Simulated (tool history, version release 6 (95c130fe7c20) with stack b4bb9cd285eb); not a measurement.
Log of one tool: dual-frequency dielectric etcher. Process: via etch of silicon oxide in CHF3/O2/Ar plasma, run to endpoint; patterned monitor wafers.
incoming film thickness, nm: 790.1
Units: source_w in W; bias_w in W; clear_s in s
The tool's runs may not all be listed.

run,hour,source_w,bias_w,clear_s
1,0,520,147,459.24
2,2.1,520,173,444.29
3,3.4,480,168,458.82
4,8,480,187,448.71
5,12.4,450,179,461.25
6,13.7,360,179,497.01
7,19.1,350,174,505.2

Forecast run 8:
8,25.9,340,170,?

Run 8 gave clear_s 514.34 s.
